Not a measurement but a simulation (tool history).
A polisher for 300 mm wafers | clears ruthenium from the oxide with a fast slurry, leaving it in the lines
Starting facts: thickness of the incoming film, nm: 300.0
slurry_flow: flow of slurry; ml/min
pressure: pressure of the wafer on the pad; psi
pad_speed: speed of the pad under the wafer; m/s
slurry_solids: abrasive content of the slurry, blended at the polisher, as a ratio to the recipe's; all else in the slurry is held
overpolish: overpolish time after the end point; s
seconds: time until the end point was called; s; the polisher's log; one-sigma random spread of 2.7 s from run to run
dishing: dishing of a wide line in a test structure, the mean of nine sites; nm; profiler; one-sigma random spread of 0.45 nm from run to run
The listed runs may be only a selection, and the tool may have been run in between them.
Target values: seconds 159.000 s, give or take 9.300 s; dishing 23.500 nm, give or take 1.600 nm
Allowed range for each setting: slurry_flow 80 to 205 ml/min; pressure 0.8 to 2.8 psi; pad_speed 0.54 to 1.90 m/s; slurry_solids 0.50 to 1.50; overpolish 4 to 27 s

run	day	slurry_flow	pressure	pad_speed	slurry_solids	overpolish	seconds	dishing
1	0.000	135	1.8	1.22	1.00	14	100.860	22.696
2	0.108	135	1.7	1.22	1.00	15	107.580	23.663
3	0.475	135	1.6	1.22	1.00	15	112.630	23.271
4	0.583	135	1.6	1.42	1.00	15	97.908	25.854
5	0.833	135	1.9	1.42	1.00	15	85.530	26.576
6	1.012	135	1.8	1.40	1.00	15	90.927	25.338
7	1.154	135	1.7	1.38	1.00	15	96.924	25.926
8	1.208	135	1.6	1.38	1.00	15	101.550	24.992
9	1.288	135	1.5	1.38	1.00	15	105.720	24.028
10	1.567	130	1.0	1.30	1.00	21	145.170	24.197

Exactly one of the 4 candidate moves below puts every result within its allowed miss. Which one?
A	1.846	135	1.1	1.32	1.00	25	?	?
B	1.846	185	0.8	1.56	0.90	24	?	?
C	1.846	130	1.0	1.28	1.05	20	?	?
D	1.846	130	1.1	1.10	1.00	23	?	?

move	seconds	dishing
A	134.070	27.798
B	134.880	27.135
C	144.480	23.527
D	161.290	23.955
A: the biggest miss grows against the last run
B: the biggest miss grows against the last run
C: neither nearer nor further off than the last run
D: all results land within tolerance of their targets
So the answer is move D, the one that meets all the targets.
